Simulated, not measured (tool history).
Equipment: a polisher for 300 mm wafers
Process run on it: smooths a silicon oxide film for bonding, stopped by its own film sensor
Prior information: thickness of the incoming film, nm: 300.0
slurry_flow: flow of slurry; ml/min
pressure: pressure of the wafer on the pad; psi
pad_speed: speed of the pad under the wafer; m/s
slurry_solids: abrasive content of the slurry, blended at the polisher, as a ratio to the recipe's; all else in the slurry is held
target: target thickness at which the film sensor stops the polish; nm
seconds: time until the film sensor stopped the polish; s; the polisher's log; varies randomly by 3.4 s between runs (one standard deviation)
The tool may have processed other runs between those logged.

Run 1, hour 0.0: slurry_flow 165 ml/min, pressure 2.7 psi, pad_speed 0.80 m/s, slurry_solids 1.0, target 218 nm. Result: seconds 114.360 s.
Run 2, hour 4.8: slurry_flow 165 ml/min, pressure 2.4 psi, pad_speed 0.80 m/s, slurry_solids 1.0, target 218 nm. Result: seconds 124.050 s.
Run 3, hour 11.8: slurry_flow 165 ml/min, pressure 2.2 psi, pad_speed 0.76 m/s, slurry_solids 1.0, target 218 nm. Result: seconds 141.490 s.
Run 4, hour 15.6: slurry_flow 165 ml/min, pressure 2.7 psi, pad_speed 0.76 m/s, slurry_solids 1.0, target 218 nm. Result: seconds 115.370 s.
Run 5, hour 16.6: slurry_flow 165 ml/min, pressure 3.0 psi, pad_speed 0.76 m/s, slurry_solids 1.0, target 218 nm. Result: seconds 99.584 s.
Run 6, hour 21.5: slurry_flow 165 ml/min, pressure 3.0 psi, pad_speed 0.64 m/s, slurry_solids 1.0, target 218 nm. Result: seconds 112.450 s.
Run 7, hour 27.8: slurry_flow 165 ml/min, pressure 2.7 psi, pad_speed 0.62 m/s, slurry_solids 1.0, target 218 nm. Result: seconds 124.010 s.
Run 8, hour 34.8: slurry_flow 165 ml/min, pressure 2.4 psi, pad_speed 0.60 m/s, slurry_solids 1.0, target 218 nm. Result: seconds 147.650 s.
Run 9, hour 40.7: slurry_flow 165 ml/min, pressure 2.2 psi, pad_speed 0.60 m/s, slurry_solids 1.0, target 218 nm. Result: seconds 159.830 s.
Run 10, hour 48.0: slurry_flow 165 ml/min, pressure 2.1 psi, pad_speed 0.60 m/s, slurry_solids 1.0, target 218 nm. Result: seconds 164.120 s.

Estimate the outcome of run 11 from the log above:
Run 11, hour 52.8: slurry_flow 165 ml/min, pressure 2.0 psi, pad_speed 0.60 m/s, slurry_solids 1.0, target 218 nm. Result: seconds ?.

Logged for run 11: seconds 169.870 s.

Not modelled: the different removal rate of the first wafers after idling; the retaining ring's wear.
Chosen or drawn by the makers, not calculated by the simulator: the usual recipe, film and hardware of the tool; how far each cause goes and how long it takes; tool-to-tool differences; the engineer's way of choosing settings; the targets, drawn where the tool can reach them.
